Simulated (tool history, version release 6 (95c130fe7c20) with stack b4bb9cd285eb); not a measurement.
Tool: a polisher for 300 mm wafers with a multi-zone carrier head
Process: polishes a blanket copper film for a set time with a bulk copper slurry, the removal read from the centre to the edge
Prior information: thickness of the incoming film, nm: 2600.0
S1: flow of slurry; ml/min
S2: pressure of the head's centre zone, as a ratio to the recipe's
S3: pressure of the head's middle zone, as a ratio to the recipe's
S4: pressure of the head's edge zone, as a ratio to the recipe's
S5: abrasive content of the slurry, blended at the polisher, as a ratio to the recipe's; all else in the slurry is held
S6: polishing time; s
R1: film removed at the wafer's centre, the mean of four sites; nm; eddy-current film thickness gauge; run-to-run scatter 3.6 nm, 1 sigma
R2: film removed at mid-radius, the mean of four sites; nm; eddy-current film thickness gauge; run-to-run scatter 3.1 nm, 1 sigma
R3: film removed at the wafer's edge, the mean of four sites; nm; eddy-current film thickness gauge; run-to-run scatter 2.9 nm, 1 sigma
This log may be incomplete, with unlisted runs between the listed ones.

run    day   S1    S2    S3    S4    S5  S6      R1      R2      R3
  1      0  170     1     1     1     1  72  366.78  351.64  367.51
  2  0.208  170     1  1.08     1     1  72  364.08   384.5  364.68
  3  0.554  170  1.06  1.08     1     1  72  379.75  384.85   352.3
  4  0.917  170  1.03  1.08     1     1  72  371.16  379.08  363.38
  5   1.15  170     1  1.08     1     1  72  366.05  392.07  363.19
  6  1.221  160  0.96  1.07  0.98  0.85  69  324.43   350.5  332.93
  7  1.575  150  0.93  1.07  0.96  0.75  68  304.37  336.24  305.31
  8  1.883  140   0.9  1.06  0.96   0.7  67  279.79  315.75  299.09

Estimate the outcome of run 9 from the log above:
  9  2.092  130  0.89  1.06  0.95  0.7  67   ?   ?   ?

R1: 268.21 nm
R2: 308.28 nm
R3: 297.2 nm
